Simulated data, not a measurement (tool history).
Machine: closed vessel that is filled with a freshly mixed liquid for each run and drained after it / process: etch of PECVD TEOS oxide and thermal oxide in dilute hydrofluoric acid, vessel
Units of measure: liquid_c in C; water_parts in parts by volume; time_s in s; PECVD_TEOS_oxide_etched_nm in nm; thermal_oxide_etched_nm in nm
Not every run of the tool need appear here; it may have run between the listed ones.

run  hour  liquid_c  water_parts  time_s  PECVD_TEOS_oxide_etched_nm  thermal_oxide_etched_nm
  1   0.0      24.0           65      60                      28.850                   4.6528
  2   4.1      21.5           65      60                      26.024                   4.1594
  3  12.0      20.5           65      60                      24.838                   3.9913
  4  13.9      20.5           65      75                      30.928                   5.0212
  5  17.3      20.5           75      75                      26.861                   4.2283
  6  20.0      20.5           60      75                      34.378                   5.4585
  7  27.5      21.5           60      75                      35.440                   5.6198
  8  32.7      22.5           60      75                      36.907                   5.8170
  9  37.3      26.5           50      75                      52.559                   8.4700
 10  46.1      27.0           50      75                      54.186                   8.5826

Predict the results of run 11:
 11  49.8      28.5           50      75                           ?                        ?

PECVD_TEOS_oxide_etched_nm: 57.667 nm
thermal_oxide_etched_nm: 9.0851 nm
